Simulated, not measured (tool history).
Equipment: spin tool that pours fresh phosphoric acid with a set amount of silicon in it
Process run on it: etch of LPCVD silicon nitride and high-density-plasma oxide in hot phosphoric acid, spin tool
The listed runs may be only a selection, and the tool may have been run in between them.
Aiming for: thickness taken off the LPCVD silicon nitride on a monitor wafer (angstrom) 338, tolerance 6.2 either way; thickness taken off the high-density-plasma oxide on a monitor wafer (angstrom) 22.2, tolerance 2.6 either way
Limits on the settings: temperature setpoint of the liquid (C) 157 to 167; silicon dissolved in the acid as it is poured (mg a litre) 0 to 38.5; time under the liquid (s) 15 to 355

run  hour  temperature setpoint of the liquid (C)  silicon dissolved in the acid as it is poured (mg a litre)  time under the liquid (s)  thickness taken off the LPCVD silicon nitride on a monitor wafer (angstrom)  thickness taken off the high-density-plasma oxide on a monitor wafer (angstrom)
  1     0                                     162                                                          17                        180                                                                       160.84                                                                           6.8729
  2   6.3                                   163.5                                                          14                        215                                                                       200.79                                                                           9.8022
  3  13.1                                   164.5                                                        11.5                        240                                                                       232.02                                                                            11.59
  4  17.5                                     165                                                           8                        260                                                                       255.53                                                                           14.624
  5  19.8                                     165                                                           8                        310                                                                       302.17                                                                           18.982
  6  23.7                                     165                                                           8                        355                                                                        347.7                                                                           20.248
  7  30.3                                     165                                                         6.5                        355                                                                       347.76                                                                           21.009
     34.5  -- heated supply line repaired
  8  34.5                                     165                                                           5                        355                                                                       377.82                                                                           27.358
  9  41.3                                     164                                                           6                        350                                                                        364.5                                                                           23.527

Exactly one of the 4 candidate moves below puts every result within its allowed miss. Which one?
  A  48.1                                   165.5                                                          14                        355                                                                            ?                                                                                ?
  B  48.1                                   164.5                                                         5.5                        300                                                                            ?                                                                                ?
  C  48.1                                     162                                                         0.5                        350                                                                            ?                                                                                ?
  D  48.1                                   166.5                                                        13.5                        350                                                                            ?                                                                                ?

move  thickness taken off the LPCVD silicon nitride on a monitor wafer (angstrom)  thickness taken off the high-density-plasma oxide on a monitor wafer (angstrom)
   A                                                                       389.96                                                                           23.124
   B                                                                        318.9                                                                           21.945
   C                                                                       342.51                                                                           23.486
   D                                                                       397.23                                                                           24.802
A: misses by more than the last run did
B: takes the result that was furthest off past its target
C: every result within its allowed miss
D: misses by more than the last run did
Go with C: it meets all targets.
